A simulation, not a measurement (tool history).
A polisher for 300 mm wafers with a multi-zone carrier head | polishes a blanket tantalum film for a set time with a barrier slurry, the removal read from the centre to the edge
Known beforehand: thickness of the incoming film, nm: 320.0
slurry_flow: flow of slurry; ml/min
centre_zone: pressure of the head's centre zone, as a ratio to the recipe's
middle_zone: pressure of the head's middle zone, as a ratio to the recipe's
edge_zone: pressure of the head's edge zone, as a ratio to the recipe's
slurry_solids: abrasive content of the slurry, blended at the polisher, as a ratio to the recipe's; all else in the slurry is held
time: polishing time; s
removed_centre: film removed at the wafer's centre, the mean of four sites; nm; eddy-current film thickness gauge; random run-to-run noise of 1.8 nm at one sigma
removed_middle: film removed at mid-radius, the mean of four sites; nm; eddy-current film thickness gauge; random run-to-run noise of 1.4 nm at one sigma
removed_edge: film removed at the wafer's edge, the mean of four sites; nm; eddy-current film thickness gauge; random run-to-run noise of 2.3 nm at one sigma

Run 1, hour 0: slurry_flow 320 ml/min, centre_zone 1, middle_zone 1, edge_zone 1, slurry_solids 1, time 49 s. Result: removed_centre 117.44 nm, removed_middle 111.49 nm, removed_edge 114.85 nm.
Run 2, hour 1.2: slurry_flow 320 ml/min, centre_zone 0.99, middle_zone 1.02, edge_zone 1.02, slurry_solids 1.05, time 50 s. Result: removed_centre 118.5 nm, removed_middle 118.88 nm, removed_edge 120.71 nm.
Run 3, hour 5.8: slurry_flow 320 ml/min, centre_zone 1, middle_zone 1.04, edge_zone 1.04, slurry_solids 1.1, time 51 s. Result: removed_centre 126.45 nm, removed_middle 125.98 nm, removed_edge 124.37 nm.
Run 4, hour 10.1: slurry_flow 320 ml/min, centre_zone 0.92, middle_zone 1.04, edge_zone 1.04, slurry_solids 1.1, time 51 s. Result: removed_centre 113.41 nm, removed_middle 124.47 nm, removed_edge 125.46 nm.
Run 5, hour 12.6: slurry_flow 320 ml/min, centre_zone 0.92, middle_zone 1.05, edge_zone 1.05, slurry_solids 1.15, time 52 s. Result: removed_centre 115.66 nm, removed_middle 130.42 nm, removed_edge 128.58 nm.
Run 6, hour 13.2: slurry_flow 320 ml/min, centre_zone 0.92, middle_zone 1.05, edge_zone 1.13, slurry_solids 1.15, time 52 s. Result: removed_centre 117.95 nm, removed_middle 129.77 nm, removed_edge 137.58 nm.
Run 7, hour 21.5: slurry_flow 320 ml/min, centre_zone 0.93, middle_zone 1.06, edge_zone 1.14, slurry_solids 1.2, time 53 s. Result: removed_centre 124.9 nm, removed_middle 136.77 nm, removed_edge 140.11 nm.
Run 8, hour 24.4: slurry_flow 320 ml/min, centre_zone 0.93, middle_zone 1.07, edge_zone 1.15, slurry_solids 1.25, time 54 s. Result: removed_centre 128.66 nm, removed_middle 141.38 nm, removed_edge 142.98 nm.
Run 9, hour 27.9: slurry_flow 320 ml/min, centre_zone 0.93, middle_zone 1.07, edge_zone 1.15, slurry_solids 1.3, time 55 s. Result: removed_centre 130.77 nm, removed_middle 145.8 nm, removed_edge 147.6 nm.
Run 10, hour 33.2: slurry_flow 320 ml/min, centre_zone 0.93, middle_zone 1.08, edge_zone 1.15, slurry_solids 1.35, time 56 s. Result: removed_centre 132.44 nm, removed_middle 149.1 nm, removed_edge 153.25 nm.
Run 11, hour 37.4: slurry_flow 325 ml/min, centre_zone 0.94, middle_zone 1.09, edge_zone 1.15, slurry_solids 1.35, time 56 s. Result: removed_centre 137.39 nm, removed_middle 152.44 nm, removed_edge 154.04 nm.
Run 12, hour 38.6: slurry_flow 330 ml/min, centre_zone 0.94, middle_zone 1.1, edge_zone 1.16, slurry_solids 1.35, time 56 s. Result: removed_centre 138.22 nm, removed_middle 153.53 nm, removed_edge 155.28 nm.

Run 13, settings as shown, results not yet in. Your forecast:
Run 13, hour 43: slurry_flow 335 ml/min, centre_zone 0.94, middle_zone 1.11, edge_zone 1.16, slurry_solids 1.35, time 56 s. Result: removed_centre ?, removed_middle ?, removed_edge ?.

removed_centre: 136.69 nm
removed_middle: 153.8 nm
removed_edge: 152.33 nm
